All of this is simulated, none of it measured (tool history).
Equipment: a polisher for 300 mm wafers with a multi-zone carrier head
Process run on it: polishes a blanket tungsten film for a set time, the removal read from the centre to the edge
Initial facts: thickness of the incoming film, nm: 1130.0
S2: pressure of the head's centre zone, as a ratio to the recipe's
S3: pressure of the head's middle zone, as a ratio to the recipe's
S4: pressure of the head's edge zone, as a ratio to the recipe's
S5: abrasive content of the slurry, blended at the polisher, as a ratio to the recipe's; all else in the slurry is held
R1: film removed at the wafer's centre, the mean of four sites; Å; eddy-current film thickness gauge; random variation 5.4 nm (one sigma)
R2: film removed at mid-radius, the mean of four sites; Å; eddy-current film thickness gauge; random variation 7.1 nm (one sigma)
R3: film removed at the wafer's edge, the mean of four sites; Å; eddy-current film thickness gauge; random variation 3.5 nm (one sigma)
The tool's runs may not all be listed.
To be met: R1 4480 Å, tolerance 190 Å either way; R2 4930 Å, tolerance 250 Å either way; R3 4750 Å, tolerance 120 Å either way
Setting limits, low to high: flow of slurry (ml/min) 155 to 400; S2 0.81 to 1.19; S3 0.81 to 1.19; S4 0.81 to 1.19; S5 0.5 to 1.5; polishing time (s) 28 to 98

Run 1, hour 0: flow of slurry (ml/min) 255, S2 1, S3 1, S4 1, S5 1, polishing time (s) 63. Result: R1 2947.9 Å, R2 2919.9 Å, R3 2983 Å.
Run 2, hour 1.8: flow of slurry (ml/min) 260, S2 1, S3 1.01, S4 1.01, S5 1.05, polishing time (s) 65. Result: R1 3077.6 Å, R2 3227.1 Å, R3 3156.2 Å.
Run 3, hour 3.5: flow of slurry (ml/min) 260, S2 1.01, S3 1, S4 1.03, S5 1.1, polishing time (s) 66. Result: R1 3284.5 Å, R2 3233 Å, R3 3253.8 Å.
Run 4, hour 6.7: flow of slurry (ml/min) 260, S2 1, S3 1, S4 1.04, S5 1.15, polishing time (s) 68. Result: R1 3394.7 Å, R2 3321.9 Å, R3 3361.2 Å.
Run 5, hour 12.9: flow of slurry (ml/min) 260, S2 0.99, S3 1.01, S4 1.05, S5 1.2, polishing time (s) 70. Result: R1 3460.4 Å, R2 3539.6 Å, R3 3592 Å.
Run 6, hour 18.7: flow of slurry (ml/min) 260, S2 0.99, S3 1.01, S4 0.98, S5 1.2, polishing time (s) 70. Result: R1 3395.2 Å, R2 3510.1 Å, R3 3494.7 Å.
Run 7, hour 25: flow of slurry (ml/min) 260, S2 0.99, S3 1.02, S4 0.99, S5 1.25, polishing time (s) 71. Result: R1 3579.6 Å, R2 3570.2 Å, R3 3616.9 Å.
At hour 26.4: worn pad replaced by a new one.
Run 8, hour 26.4: flow of slurry (ml/min) 265, S2 0.99, S3 1.03, S4 1, S5 1.3, polishing time (s) 72. Result: R1 4033.7 Å, R2 4100.4 Å, R3 4071.3 Å.
Run 9, hour 34: flow of slurry (ml/min) 275, S2 0.98, S3 1.03, S4 1.01, S5 1.3, polishing time (s) 72. Result: R1 3957.3 Å, R2 4285.3 Å, R3 4076.8 Å.
Run 10, hour 39.7: flow of slurry (ml/min) 275, S2 0.98, S3 1.03, S4 1.03, S5 1.3, polishing time (s) 72. Result: R1 4098.4 Å, R2 4207.7 Å, R3 4178.4 Å.
Run 11, hour 45.7: flow of slurry (ml/min) 280, S2 0.97, S3 1.03, S4 1.03, S5 1.3, polishing time (s) 72. Result: R1 4004.3 Å, R2 4220.4 Å, R3 4174.8 Å.
Run 12, hour 47.3: flow of slurry (ml/min) 285, S2 0.97, S3 1.03, S4 1.03, S5 1.3, polishing time (s) 72. Result: R1 4031 Å, R2 4272.3 Å, R3 4216.2 Å.
Run 13, hour 53.2: flow of slurry (ml/min) 290, S2 0.97, S3 1.03, S4 1.03, S5 1.3, polishing time (s) 72. Result: R1 4114.7 Å, R2 4168.1 Å, R3 4140.6 Å.
Run 14, hour 57.7: flow of slurry (ml/min) 295, S2 0.96, S3 1.04, S4 1.03, S5 1.3, polishing time (s) 72. Result: R1 3937.3 Å, R2 4214.7 Å, R3 4187.2 Å.

Exercise: of the 4 proposed moves below, exactly one satisfies all targets within the stated allowed misses. Which move is it?
Run A, hour 62.2: flow of slurry (ml/min) 300, S2 0.97, S3 1.09, S4 1.05, S5 1.45, polishing time (s) 78. Result: R1 ?, R2 ?, R3 ?.
Run B, hour 62.2: flow of slurry (ml/min) 325, S2 1.02, S3 0.94, S4 1.07, S5 1.5, polishing time (s) 79. Result: R1 ?, R2 ?, R3 ?.
Run C, hour 62.2: flow of slurry (ml/min) 230, S2 1.05, S3 1.03, S4 0.96, S5 1.4, polishing time (s) 84. Result: R1 ?, R2 ?, R3 ?.
Run D, hour 62.2: flow of slurry (ml/min) 300, S2 1, S3 1, S4 1.01, S5 1.25, polishing time (s) 78. Result: R1 ?, R2 ?, R3 ?.

move      R1      R2      R3
   A  4437.8  4983.3  4765.6
   B    4806  4526.4  4954.5
   C    4947  4904.9  4755.8
   D  4404.5  4460.2  4508.8
A: all results in spec
B: takes the result that was furthest off past its target
C: brings the last run's worst result on target, with another outside its allowed miss
D: closes in on the targets versus the last run, not all within tolerance yet
So the answer is move A, the one that meets all the targets.

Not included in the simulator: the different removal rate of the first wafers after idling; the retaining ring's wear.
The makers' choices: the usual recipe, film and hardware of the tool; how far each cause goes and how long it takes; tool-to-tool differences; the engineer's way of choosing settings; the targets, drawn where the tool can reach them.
